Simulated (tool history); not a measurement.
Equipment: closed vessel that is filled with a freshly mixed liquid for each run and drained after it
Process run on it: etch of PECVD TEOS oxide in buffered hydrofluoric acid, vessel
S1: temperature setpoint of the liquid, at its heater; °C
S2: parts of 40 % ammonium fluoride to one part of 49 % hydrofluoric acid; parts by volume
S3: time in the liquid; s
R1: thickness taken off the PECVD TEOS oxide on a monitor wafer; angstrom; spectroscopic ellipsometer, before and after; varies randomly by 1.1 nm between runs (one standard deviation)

run	day	S1	S2	S3	R1
1	0	25	19.5	100	1683.5
2	0.079	27	19.5	100	1873.2
3	0.212	30.5	19.5	100	2267
4	0.521	30	19.5	100	2194.1
5	0.771	32	19.5	100	2455.3
6	0.942	29.5	19.5	100	2132.6
7	1.021	29.5	19.5	100	2148.2
8	1.35	29	19.5	100	2085.7

Run 9, settings as shown, results not yet in. Your forecast:
9	1.517	28.5	19.5	100	?

Run 9 measured R1 2045.2 angstrom.
